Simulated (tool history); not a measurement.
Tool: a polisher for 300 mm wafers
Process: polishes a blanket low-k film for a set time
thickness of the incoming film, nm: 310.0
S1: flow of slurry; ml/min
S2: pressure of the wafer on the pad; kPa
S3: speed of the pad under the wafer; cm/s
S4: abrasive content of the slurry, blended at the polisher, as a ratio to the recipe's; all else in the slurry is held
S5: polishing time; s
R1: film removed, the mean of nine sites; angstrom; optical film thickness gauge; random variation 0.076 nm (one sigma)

Run 1, hour 0.0: S1 175 ml/min, S2 11.7 kPa, S3 98 cm/s, S4 1.00, S5 56 s. Result: R1 209.91 angstrom.
Run 2, hour 7.8: S1 175 ml/min, S2 11.7 kPa, S3 98 cm/s, S4 1.15, S5 56 s. Result: R1 225.44 angstrom.
Run 3, hour 15.3: S1 175 ml/min, S2 11.7 kPa, S3 98 cm/s, S4 0.95, S5 56 s. Result: R1 203.32 angstrom.
Run 4, hour 21.5: S1 175 ml/min, S2 11.7 kPa, S3 98 cm/s, S4 1.10, S5 56 s. Result: R1 219.22 angstrom.
Run 5, hour 24.0: S1 175 ml/min, S2 14.5 kPa, S3 98 cm/s, S4 1.10, S5 56 s. Result: R1 276.30 angstrom.
Run 6, hour 27.6: S1 175 ml/min, S2 14.5 kPa, S3 118 cm/s, S4 1.10, S5 56 s. Result: R1 322.02 angstrom.
Run 7, hour 33.1: S1 170 ml/min, S2 13.1 kPa, S3 110 cm/s, S4 1.10, S5 56 s. Result: R1 272.77 angstrom.
Run 8, hour 39.3: S1 170 ml/min, S2 11.7 kPa, S3 104 cm/s, S4 1.10, S5 56 s. Result: R1 228.38 angstrom.
Run 9, hour 41.2: S1 145 ml/min, S2 8.3 kPa, S3 76 cm/s, S4 1.10, S5 56 s. Result: R1 128.00 angstrom.
Run 10, hour 46.4: S1 140 ml/min, S2 7.6 kPa, S3 76 cm/s, S4 1.10, S5 56 s. Result: R1 114.62 angstrom.

The next listed run, before its measurement:
Run 11, hour 51.7: S1 135 ml/min, S2 7.6 kPa, S3 76 cm/s, S4 1.10, S5 56 s. Result: R1 ?.

R1: 115.21 angstrom
